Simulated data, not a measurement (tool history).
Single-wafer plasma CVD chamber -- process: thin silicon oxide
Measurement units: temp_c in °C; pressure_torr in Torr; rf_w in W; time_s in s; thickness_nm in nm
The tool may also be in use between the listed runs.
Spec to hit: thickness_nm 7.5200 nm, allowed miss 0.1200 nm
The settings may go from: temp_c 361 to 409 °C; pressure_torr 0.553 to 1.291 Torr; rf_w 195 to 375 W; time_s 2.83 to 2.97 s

Run 1, hour 0.0: temp_c 385 °C, pressure_torr 0.922 Torr, rf_w 285 W, time_s 2.97 s. Result: thickness_nm 6.4691 nm.
Run 2, hour 4.8: temp_c 385 °C, pressure_torr 0.922 Torr, rf_w 245 W, time_s 2.97 s. Result: thickness_nm 6.1495 nm.
Run 3, hour 10.1: temp_c 385 °C, pressure_torr 0.922 Torr, rf_w 245 W, time_s 2.83 s. Result: thickness_nm 5.8259 nm.
Run 4, hour 14.9: temp_c 385 °C, pressure_torr 0.951 Torr, rf_w 245 W, time_s 2.83 s. Result: thickness_nm 6.0062 nm.
Run 5, hour 17.3: temp_c 385 °C, pressure_torr 0.951 Torr, rf_w 285 W, time_s 2.83 s. Result: thickness_nm 6.2779 nm.
Run 6, hour 19.3: temp_c 385 °C, pressure_torr 0.951 Torr, rf_w 285 W, time_s 2.97 s. Result: thickness_nm 6.6356 nm.
At hour 27.8: capacitance manometer re-zeroed and calibrated.
Run 7, hour 27.8: temp_c 385 °C, pressure_torr 0.965 Torr, rf_w 285 W, time_s 2.97 s. Result: thickness_nm 6.8289 nm.
Run 8, hour 34.1: temp_c 385 °C, pressure_torr 1.083 Torr, rf_w 285 W, time_s 2.97 s. Result: thickness_nm 7.3140 nm.
Run 9, hour 37.9: temp_c 385 °C, pressure_torr 1.087 Torr, rf_w 285 W, time_s 2.97 s. Result: thickness_nm 7.3303 nm.
Run 10, hour 39.6: temp_c 385 °C, pressure_torr 1.090 Torr, rf_w 285 W, time_s 2.97 s. Result: thickness_nm 7.3897 nm.
Run 11, hour 43.2: temp_c 385 °C, pressure_torr 1.092 Torr, rf_w 285 W, time_s 2.97 s. Result: thickness_nm 7.3325 nm.
Run 12, hour 45.4: temp_c 385 °C, pressure_torr 1.096 Torr, rf_w 285 W, time_s 2.97 s. Result: thickness_nm 7.4123 nm.
Run 13, hour 48.5: temp_c 385 °C, pressure_torr 1.098 Torr, rf_w 285 W, time_s 2.97 s. Result: thickness_nm 7.4058 nm.

Pick the move, out of 5, that brings all results within their allowed miss; only one does.
Run A, hour 51.6: temp_c 399 °C, pressure_torr 1.119 Torr, rf_w 270 W, time_s 2.97 s. Result: thickness_nm ?.
Run B, hour 51.6: temp_c 387 °C, pressure_torr 0.982 Torr, rf_w 320 W, time_s 2.97 s. Result: thickness_nm ?.
Run C, hour 51.6: temp_c 372 °C, pressure_torr 1.038 Torr, rf_w 300 W, time_s 2.94 s. Result: thickness_nm ?.
Run D, hour 51.6: temp_c 379 °C, pressure_torr 0.992 Torr, rf_w 310 W, time_s 2.97 s. Result: thickness_nm ?.
Run E, hour 51.6: temp_c 401 °C, pressure_torr 1.216 Torr, rf_w 295 W, time_s 2.85 s. Result: thickness_nm ?.

move  thickness_nm
   A        7.2469
   B        7.1797
   C        7.2634
   D        7.1949
   E        7.4976
A: lands further from the targets than the last run did
B: lands further from the targets than the last run did
C: lands further from the targets than the last run did
D: lands further from the targets than the last run did
E: meets every target
Correct choice: E, which meets every target
